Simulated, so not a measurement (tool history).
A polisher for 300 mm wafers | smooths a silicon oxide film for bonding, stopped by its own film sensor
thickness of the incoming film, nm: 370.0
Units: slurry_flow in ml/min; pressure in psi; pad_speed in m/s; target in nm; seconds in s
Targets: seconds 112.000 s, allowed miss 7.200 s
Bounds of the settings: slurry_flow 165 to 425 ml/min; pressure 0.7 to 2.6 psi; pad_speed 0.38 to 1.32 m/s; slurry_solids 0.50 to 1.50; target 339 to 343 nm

run 1 hour=0.0 | slurry_flow=275 pressure=1.6 pad_speed=0.84 slurry_solids=1.00 target=339 | seconds=93.573
run 2 hour=5.6 | slurry_flow=275 pressure=1.4 pad_speed=0.84 slurry_solids=1.00 target=339 | seconds=99.827
run 3 hour=13.1 | slurry_flow=275 pressure=1.4 pad_speed=1.00 slurry_solids=1.00 target=339 | seconds=90.498
run 4 hour=22.2 | slurry_flow=275 pressure=1.3 pad_speed=1.00 slurry_solids=1.00 target=339 | seconds=99.512
run 5 hour=28.4 | slurry_flow=325 pressure=1.3 pad_speed=1.00 slurry_solids=1.00 target=339 | seconds=97.298
run 6 hour=36.3 | slurry_flow=325 pressure=1.3 pad_speed=1.14 slurry_solids=1.00 target=339 | seconds=88.646
run 7 hour=44.9 | slurry_flow=325 pressure=1.2 pad_speed=1.14 slurry_solids=1.00 target=339 | seconds=92.437
run 8 hour=47.3 | slurry_flow=325 pressure=0.8 pad_speed=1.10 slurry_solids=1.00 target=339 | seconds=127.890

Which of these 5 next moves meets every target?
run A hour=49.7 | slurry_flow=330 pressure=0.7 pad_speed=1.08 slurry_solids=1.00 target=340 | seconds=?
run B hour=49.7 | slurry_flow=255 pressure=1.0 pad_speed=0.82 slurry_solids=1.05 target=339 | seconds=?
run C hour=49.7 | slurry_flow=345 pressure=0.8 pad_speed=1.00 slurry_solids=1.15 target=342 | seconds=?
run D hour=49.7 | slurry_flow=260 pressure=1.1 pad_speed=1.14 slurry_solids=1.05 target=342 | seconds=?
run E hour=49.7 | slurry_flow=325 pressure=1.2 pad_speed=1.02 slurry_solids=1.20 target=339 | seconds=?

move=A seconds=134.390
move=B seconds=127.300
move=C seconds=111.260
move=D seconds=91.353
move=E seconds=92.523
A: further off than the last run
B: as far off as the last run
C: meets every target
D: takes the result that was furthest off past its target
E: takes the result that was furthest off past its target
Answer: C
